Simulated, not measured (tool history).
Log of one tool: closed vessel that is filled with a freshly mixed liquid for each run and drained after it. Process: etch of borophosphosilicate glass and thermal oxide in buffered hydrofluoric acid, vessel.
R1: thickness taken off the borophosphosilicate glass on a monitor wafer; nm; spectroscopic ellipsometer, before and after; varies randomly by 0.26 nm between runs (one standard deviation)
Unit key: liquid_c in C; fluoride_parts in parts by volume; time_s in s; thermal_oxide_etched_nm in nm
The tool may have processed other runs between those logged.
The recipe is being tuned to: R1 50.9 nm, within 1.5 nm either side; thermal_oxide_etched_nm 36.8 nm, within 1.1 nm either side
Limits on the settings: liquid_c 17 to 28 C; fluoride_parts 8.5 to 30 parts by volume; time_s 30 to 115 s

Run 1, hour 0: liquid_c 20 C, fluoride_parts 23.5 parts by volume, time_s 60 s. Result: R1 34.3 nm, thermal_oxide_etched_nm 25.127 nm.
Run 2, hour 1.8: liquid_c 22 C, fluoride_parts 23.5 parts by volume, time_s 60 s. Result: R1 38.684 nm, thermal_oxide_etched_nm 27.84 nm.
Run 3, hour 2.4: liquid_c 23.5 C, fluoride_parts 23 parts by volume, time_s 60 s. Result: R1 42.733 nm, thermal_oxide_etched_nm 30.849 nm.
Run 4, hour 7.6: liquid_c 24.5 C, fluoride_parts 23 parts by volume, time_s 60 s. Result: R1 44.435 nm, thermal_oxide_etched_nm 32.363 nm.
Run 5, hour 11: liquid_c 22 C, fluoride_parts 23 parts by volume, time_s 60 s. Result: R1 39.319 nm, thermal_oxide_etched_nm 28.39 nm.
Run 6, hour 14.6: liquid_c 18.5 C, fluoride_parts 23 parts by volume, time_s 60 s. Result: R1 32.177 nm, thermal_oxide_etched_nm 23.399 nm.
Run 7, hour 22.4: liquid_c 18.5 C, fluoride_parts 23 parts by volume, time_s 60 s. Result: R1 32.212 nm, thermal_oxide_etched_nm 23.533 nm.
Run 8, hour 30.5: liquid_c 21 C, fluoride_parts 23 parts by volume, time_s 60 s. Result: R1 37.325 nm, thermal_oxide_etched_nm 26.93 nm.
Run 9, hour 34.1: liquid_c 25 C, fluoride_parts 22 parts by volume, time_s 60 s. Result: R1 47.716 nm, thermal_oxide_etched_nm 34.563 nm.
Run 10, hour 39.4: liquid_c 25.5 C, fluoride_parts 22 parts by volume, time_s 60 s. Result: R1 48.768 nm, thermal_oxide_etched_nm 35.614 nm.

Of the 4 settings listed for the next run, only one would bring every result within its allowed miss of target. Which one?
Run A, hour 44.7: liquid_c 26 C, fluoride_parts 20.5 parts by volume, time_s 55 s. Result: R1 ?, thermal_oxide_etched_nm ?.
Run B, hour 44.7: liquid_c 23.5 C, fluoride_parts 22.5 parts by volume, time_s 70 s. Result: R1 ?, thermal_oxide_etched_nm ?.
Run C, hour 44.7: liquid_c 27.5 C, fluoride_parts 24 parts by volume, time_s 55 s. Result: R1 ?, thermal_oxide_etched_nm ?.
Run D, hour 44.7: liquid_c 25 C, fluoride_parts 28 parts by volume, time_s 70 s. Result: R1 ?, thermal_oxide_etched_nm ?.

move      R1  thermal_oxide_etched_nm
   A  47.981                   34.991
   B  50.031                   36.449
   C  46.636                   34.048
   D  46.669                   34.044
A: misses by more than the last run did
B: hits every target within its allowed miss
C: misses by more than the last run did
D: misses by more than the last run did
So the answer is move B, the one that meets all the targets.

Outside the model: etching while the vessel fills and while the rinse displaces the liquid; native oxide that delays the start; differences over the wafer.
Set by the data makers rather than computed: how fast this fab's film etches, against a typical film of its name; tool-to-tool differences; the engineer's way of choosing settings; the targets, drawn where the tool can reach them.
